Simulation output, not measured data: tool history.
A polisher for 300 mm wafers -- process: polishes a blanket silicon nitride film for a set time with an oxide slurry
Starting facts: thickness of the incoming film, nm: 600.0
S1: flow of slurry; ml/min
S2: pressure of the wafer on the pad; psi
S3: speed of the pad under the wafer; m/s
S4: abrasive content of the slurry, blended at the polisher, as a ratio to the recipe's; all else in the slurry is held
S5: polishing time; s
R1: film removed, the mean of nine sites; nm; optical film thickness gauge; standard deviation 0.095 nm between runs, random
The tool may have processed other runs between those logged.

run    day   S1   S2    S3    S4  S5      R1
  1      0  265  2.9  1.22     1  22  12.584
  2    0.2  265  2.7  1.22     1  22  12.006
  3   0.25  265  3.3  1.22     1  22   14.56
  4  0.396  265  3.3  1.22  0.85  22  12.878
  5  0.562  265    3   1.2  0.85  22  11.473
  6  0.758  265    3   1.2  0.85  22  11.267
  7  0.871  265  2.8   1.2  0.85  22  10.624
  8  1.183  265  2.6   1.2  0.85  22  10.134
  9  1.333  265  2.5   1.2  0.85  22  9.6786

Forecast run 10:
 10  1.396  265  1.7  1.18  0.85  22   ?

{"run 10": {"R1": 6.554}}
